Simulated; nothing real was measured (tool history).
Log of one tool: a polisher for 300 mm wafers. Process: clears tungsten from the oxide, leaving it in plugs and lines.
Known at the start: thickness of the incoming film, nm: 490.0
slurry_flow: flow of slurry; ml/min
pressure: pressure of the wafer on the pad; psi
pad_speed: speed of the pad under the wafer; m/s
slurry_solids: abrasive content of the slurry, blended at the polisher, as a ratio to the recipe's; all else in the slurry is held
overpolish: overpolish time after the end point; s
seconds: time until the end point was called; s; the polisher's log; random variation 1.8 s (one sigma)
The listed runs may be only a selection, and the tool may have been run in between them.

run 1 hour=0.0 | slurry_flow=260 pressure=4.0 pad_speed=1.08 slurry_solids=1.0 overpolish=9 | seconds=76.660
run 2 hour=2.2 | slurry_flow=300 pressure=4.0 pad_speed=1.08 slurry_solids=1.0 overpolish=9 | seconds=73.423
run 3 hour=3.1 | slurry_flow=300 pressure=4.0 pad_speed=1.08 slurry_solids=1.0 overpolish=7 | seconds=72.925
run 4 hour=5.1 | slurry_flow=295 pressure=3.7 pad_speed=1.08 slurry_solids=1.0 overpolish=7 | seconds=81.179
run 5 hour=6.1 | slurry_flow=295 pressure=3.5 pad_speed=1.08 slurry_solids=1.0 overpolish=7 | seconds=79.766
run 6 hour=11.4 | slurry_flow=295 pressure=3.5 pad_speed=1.08 slurry_solids=1.0 overpolish=9 | seconds=82.293
run 7 hour=19.0 | slurry_flow=295 pressure=3.3 pad_speed=1.08 slurry_solids=1.0 overpolish=9 | seconds=85.769

For run 8, what comes out?
run 8 hour=21.6 | slurry_flow=295 pressure=3.1 pad_speed=1.08 slurry_solids=1.0 overpolish=9 | seconds=?

{"run 8": {"seconds": 87.166}}

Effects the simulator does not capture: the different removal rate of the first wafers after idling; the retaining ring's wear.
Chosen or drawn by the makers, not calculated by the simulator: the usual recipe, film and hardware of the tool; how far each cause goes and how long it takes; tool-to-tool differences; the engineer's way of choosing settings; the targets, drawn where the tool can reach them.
